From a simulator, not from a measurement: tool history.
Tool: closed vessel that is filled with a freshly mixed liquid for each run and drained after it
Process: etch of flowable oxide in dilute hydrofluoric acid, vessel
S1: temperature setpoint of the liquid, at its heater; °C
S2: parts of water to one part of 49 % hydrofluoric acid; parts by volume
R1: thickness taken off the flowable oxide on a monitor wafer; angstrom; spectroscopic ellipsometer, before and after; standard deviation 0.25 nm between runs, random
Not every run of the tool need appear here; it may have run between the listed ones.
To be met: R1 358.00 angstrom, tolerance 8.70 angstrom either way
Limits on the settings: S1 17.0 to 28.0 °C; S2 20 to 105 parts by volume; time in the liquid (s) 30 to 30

run 1 day=0.000 | S1=20.0 S2=55 time_in_the_liquid_(s)=30 | R1=138.72
run 2 day=0.058 | S1=20.0 S2=55 time_in_the_liquid_(s)=30 | R1=138.24
run 3 day=0.379 | S1=22.0 S2=50 time_in_the_liquid_(s)=30 | R1=167.33
run 4 day=0.742 | S1=23.5 S2=50 time_in_the_liquid_(s)=30 | R1=178.03
run 5 day=0.829 | S1=23.5 S2=50 time_in_the_liquid_(s)=30 | R1=177.81
run 6 day=0.921 | S1=21.5 S2=50 time_in_the_liquid_(s)=30 | R1=162.35
run 7 day=1.167 | S1=23.0 S2=45 time_in_the_liquid_(s)=30 | R1=193.71
run 8 day=1.262 | S1=24.0 S2=40 time_in_the_liquid_(s)=30 | R1=233.27
run 9 day=1.583 | S1=25.0 S2=35 time_in_the_liquid_(s)=30 | R1=275.79
run 10 day=1.800 | S1=25.5 S2=35 time_in_the_liquid_(s)=30 | R1=285.11
run 11 day=1.858 | S1=26.0 S2=35 time_in_the_liquid_(s)=30 | R1=288.35
run 12 day=2.196 | S1=26.5 S2=35 time_in_the_liquid_(s)=30 | R1=292.98
run 13 day=2.454 | S1=27.0 S2=35 time_in_the_liquid_(s)=30 | R1=296.52

Pick the move, out of 5, that brings all results within their allowed miss; only one does.
run A day=2.712 | S1=26.0 S2=40 time_in_the_liquid_(s)=30 | R1=?
run B day=2.712 | S1=25.0 S2=25 time_in_the_liquid_(s)=30 | R1=?
run C day=2.712 | S1=24.5 S2=30 time_in_the_liquid_(s)=30 | R1=?
run D day=2.712 | S1=27.5 S2=30 time_in_the_liquid_(s)=30 | R1=?
run E day=2.712 | S1=27.5 S2=40 time_in_the_liquid_(s)=30 | R1=?

move=A R1=246.65
move=B R1=386.71
move=C R1=313.44
move=D R1=354.71
move=E R1=262.14
A: further off than the last run
B: moves the result that the last run missed by most past its target, out the other side
C: better than the last run, though not everything is in spec
D: all results land within tolerance of their targets
E: further off than the last run
Correct choice: D, which meets every target
